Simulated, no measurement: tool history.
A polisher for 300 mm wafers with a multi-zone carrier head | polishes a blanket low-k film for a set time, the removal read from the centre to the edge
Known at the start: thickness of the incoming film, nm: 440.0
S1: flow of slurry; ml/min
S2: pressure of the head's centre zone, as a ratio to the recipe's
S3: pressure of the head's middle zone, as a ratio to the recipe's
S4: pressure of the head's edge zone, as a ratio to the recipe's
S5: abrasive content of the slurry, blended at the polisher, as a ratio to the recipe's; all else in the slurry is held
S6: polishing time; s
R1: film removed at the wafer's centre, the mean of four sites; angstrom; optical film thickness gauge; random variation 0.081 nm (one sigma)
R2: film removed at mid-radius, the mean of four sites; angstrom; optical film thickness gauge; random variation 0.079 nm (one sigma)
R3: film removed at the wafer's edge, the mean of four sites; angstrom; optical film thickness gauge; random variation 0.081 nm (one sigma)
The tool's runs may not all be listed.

{"run": 1, "hour": 0.0, "S1": 130, "S2": 1, "S3": 1, "S4": 1, "S5": 1, "S6": 36, "R1": 114.78, "R2": 118.33, "R3": 111.25}
{"run": 2, "hour": 5.8, "S1": 130, "S2": 1.06, "S3": 1, "S4": 1, "S5": 1, "S6": 36, "R1": 118.75, "R2": 115.61, "R3": 111.72}
{"run": 3, "hour": 7.6, "S1": 130, "S2": 1.06, "S3": 1, "S4": 1, "S5": 1.1, "S6": 36, "R1": 124.01, "R2": 121.9, "R3": 112.6}
{"run": 4, "hour": 13.5, "S1": 120, "S2": 1.01, "S3": 1.02, "S4": 0.97, "S5": 0.95, "S6": 33, "R1": 99.589, "R2": 104.77, "R3": 95.849}
{"run": 5, "hour": 18.0, "S1": 110, "S2": 0.96, "S3": 1.01, "S4": 0.96, "S5": 0.8, "S6": 32, "R1": 86.309, "R2": 93.051, "R3": 86.59}
{"run": 6, "hour": 21.6, "S1": 105, "S2": 0.92, "S3": 1.01, "S4": 0.96, "S5": 0.7, "S6": 32, "R1": 76.706, "R2": 88.713, "R3": 81.678}
{"run": 7, "hour": 24.0, "S1": 100, "S2": 0.9, "S3": 0.99, "S4": 0.95, "S5": 0.65, "S6": 32, "R1": 72.123, "R2": 82.678, "R3": 77.809}

Run 8 comes next. What will it give?
{"run": 8, "hour": 26.5, "S1": 95, "S2": 0.88, "S3": 0.98, "S4": 0.94, "S5": 0.65, "S6": 32, "R1": "?", "R2": "?", "R3": "?"}

R1: 70.04 angstrom
R2: 81.825 angstrom
R3: 76.065 angstrom

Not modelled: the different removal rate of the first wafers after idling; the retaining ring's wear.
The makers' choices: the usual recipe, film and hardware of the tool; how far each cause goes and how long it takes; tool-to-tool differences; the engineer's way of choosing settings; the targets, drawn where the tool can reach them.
